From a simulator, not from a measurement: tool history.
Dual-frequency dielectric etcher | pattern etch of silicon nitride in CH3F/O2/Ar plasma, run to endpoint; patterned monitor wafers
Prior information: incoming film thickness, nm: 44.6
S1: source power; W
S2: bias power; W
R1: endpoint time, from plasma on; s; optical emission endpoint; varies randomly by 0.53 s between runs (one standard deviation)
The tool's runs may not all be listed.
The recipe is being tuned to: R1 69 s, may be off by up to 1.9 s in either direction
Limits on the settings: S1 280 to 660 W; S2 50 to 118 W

| run | hour | S1 | S2 | R1 |
|---|---|---|---|---|
| 1 | 0 | 470 | 84 | 57.414 |
| 2 | 6.8 | 450 | 82 | 59.49 |
| 3 | 14.1 | 440 | 81 | 60.262 |
| 4 | 22.4 | 500 | 81 | 56.89 |
| 5 | 24.1 | 480 | 80 | 58.571 |
| 6 | 28.2 | 480 | 72 | 59.784 |
| 7 | 36.6 | 460 | 71 | 61.863 |
| 8 | 45 | 450 | 70 | 61.41 |
| 9 | 50.2 | 440 | 69 | 64.155 |
| 10 | 53.1 | 430 | 69 | 64.026 |
| 11 | 55.4 | 420 | 69 | 64.89 |
| 12 | 60.6 | 410 | 69 | 65.161 |
| 13 | 66.6 | 400 | 69 | 66.634 |

4 candidate next runs follow, results not yet known. Just one meets every target within its allowed miss. Identify it.
| A | 72.6 | 360 | 85 | ? |
| B | 72.6 | 420 | 65 | ? |
| C | 72.6 | 430 | 56 | ? |
| D | 72.6 | 400 | 71 | ? |

| move | R1 |
|---|---|
| A | 64.456 |
| B | 66.053 |
| C | 68.558 |
| D | 65.52 |
A: further off than the last run
B: further off than the last run
C: in spec on every target
D: further off than the last run
Move C is the one to make.
